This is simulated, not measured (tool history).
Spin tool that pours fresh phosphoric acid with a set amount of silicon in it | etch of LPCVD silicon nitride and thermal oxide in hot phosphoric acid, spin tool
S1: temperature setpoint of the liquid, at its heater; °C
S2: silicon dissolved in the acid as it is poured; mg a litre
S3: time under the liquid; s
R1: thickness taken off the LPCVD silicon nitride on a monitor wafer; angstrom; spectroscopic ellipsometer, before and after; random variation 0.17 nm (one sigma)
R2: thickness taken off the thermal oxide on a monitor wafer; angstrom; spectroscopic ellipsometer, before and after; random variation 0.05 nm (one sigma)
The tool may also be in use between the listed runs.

| run | hour | S1 | S2 | S3 | R1 | R2 |
|---|---|---|---|---|---|---|
| 1 | 0 | 161 | 10 | 180 | 161.4 | 4.1679 |
| 2 | 6.1 | 161 | 10 | 140 | 125.29 | 3.1406 |
| 3 | 6.9 | 162 | 11 | 155 | 144.91 | 3.3695 |
| 4 | 10.2 | 161 | 11 | 155 | 138.72 | 4.1411 |
| 5 | 15.9 | 162 | 13 | 165 | 151.64 | 3.9109 |
| 6 | 17.2 | 163 | 13 | 165 | 158.34 | 3.9939 |

Run 7 comes next. What will it give?
| 7 | 19.8 | 163.5 | 13 | 175 | ? | ? |

Run 7 gave R1 170.42 angstrom, R2 4.8075 angstrom.
